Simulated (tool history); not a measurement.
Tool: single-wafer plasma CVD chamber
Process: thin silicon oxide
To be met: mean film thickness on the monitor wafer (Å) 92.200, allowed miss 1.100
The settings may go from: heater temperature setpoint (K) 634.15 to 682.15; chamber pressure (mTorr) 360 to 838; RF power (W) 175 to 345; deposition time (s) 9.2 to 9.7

run,hour,heater temperature setpoint (K),chamber pressure (mTorr),RF power (W),deposition time (s),mean film thickness on the monitor wafer (Å)
1,0.0,658.15,599,260,9.7,120.730
2,6.4,658.15,599,245,9.7,117.760
3,15.0,658.15,599,280,9.7,125.630
4,15.7,658.15,579,280,9.7,121.280
5,17.3,658.15,561,280,9.7,117.210
6,21.6,658.15,545,280,9.7,113.870
7,28.6,658.15,531,280,9.7,110.780
8,34.5,658.15,519,280,9.7,108.810
9,39.9,658.15,508,280,9.7,106.620
10,40.7,658.15,498,280,9.7,104.860
11,46.3,658.15,489,280,9.7,102.810
12,49.2,658.15,482,280,9.7,100.580
13,58.0,658.15,477,280,9.7,100.010
14,61.3,658.15,472,280,9.7,99.583
15,62.2,658.15,467,280,9.7,97.976
16,62.7,658.15,463,280,9.7,97.585
17,68.3,658.15,459,280,9.7,96.275
18,76.0,658.15,431,280,9.7,90.642

Which of these 5 next moves meets every target?
A,83.7,668.15,478,270,9.4,?
B,83.7,657.15,459,290,9.5,?
C,83.7,634.15,460,245,9.7,?
D,83.7,667.15,446,295,9.7,?
E,83.7,662.15,445,310,9.4,?

move,mean film thickness on the monitor wafer (Å)
A,94.816
B,95.784
C,91.658
D,95.155
E,94.272
A: takes the result that was furthest off past its target
B: takes the result that was furthest off past its target
C: meets every target
D: takes the result that was furthest off past its target
E: takes the result that was furthest off past its target
Answer: C
